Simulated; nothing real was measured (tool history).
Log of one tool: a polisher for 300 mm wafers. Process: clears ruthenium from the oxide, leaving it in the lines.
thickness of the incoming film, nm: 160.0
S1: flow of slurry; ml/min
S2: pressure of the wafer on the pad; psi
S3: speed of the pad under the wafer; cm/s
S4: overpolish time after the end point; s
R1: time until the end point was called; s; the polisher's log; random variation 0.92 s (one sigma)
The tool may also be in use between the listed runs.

run  hour   S1   S2   S3  S4      R1
  1     0  290  2.5  120  51  100.11
  2   1.3  290  3.1  120  51  81.436
  3   7.1  290  3.2  120  51  79.187
  4   8.1  330  3.2  120  51  78.517
  5  16.6  330  3.8  120  51  66.011
  6  17.6  330  3.9  120  51  63.803

Forecast run 7:
  7    21  330  3.9  120  51   ?

{"run 7": {"R1": 64.424}}

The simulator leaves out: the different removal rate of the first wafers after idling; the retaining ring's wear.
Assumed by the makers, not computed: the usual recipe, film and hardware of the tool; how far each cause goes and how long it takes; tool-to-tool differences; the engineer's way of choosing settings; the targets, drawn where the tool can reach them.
